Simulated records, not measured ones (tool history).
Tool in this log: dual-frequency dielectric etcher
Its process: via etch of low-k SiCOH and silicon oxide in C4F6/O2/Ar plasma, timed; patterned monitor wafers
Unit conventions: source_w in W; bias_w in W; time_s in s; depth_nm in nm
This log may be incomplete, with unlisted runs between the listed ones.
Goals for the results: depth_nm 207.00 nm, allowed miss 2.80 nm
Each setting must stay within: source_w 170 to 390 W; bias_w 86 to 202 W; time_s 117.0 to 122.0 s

run  hour  source_w  bias_w  time_s  depth_nm
  1   0.0       280     144   117.0    261.48
  2   5.3       260     138   117.0    250.87
  3   6.3       240     138   117.0    242.99
  4  13.7       220     138   117.0    234.76
  5  21.1       220     126   117.0    229.30
  6  22.7       220     126   117.0    228.71
  7  24.6       210     124   117.0    223.91
  8  32.7       170     113   117.0    200.96

5 next moves are on the table. One of them brings every result within its allowed miss. Which?
  A  40.8       170     106   117.0         ?
  B  40.8       190     106   117.0         ?
  C  40.8       170     119   121.5         ?
  D  40.8       170     105   118.5         ?
  E  40.8       170     100   117.5         ?

move  depth_nm
   A    198.00
   B    207.24
   C    211.54
   D    200.08
   E    196.11
A: its largest miss is bigger than the last run's
B: each result inside its tolerance
C: pushes the last run's worst result past its target
D: its largest miss is bigger than the last run's
E: its largest miss is bigger than the last run's
B is the move that brings every result within its allowed miss.
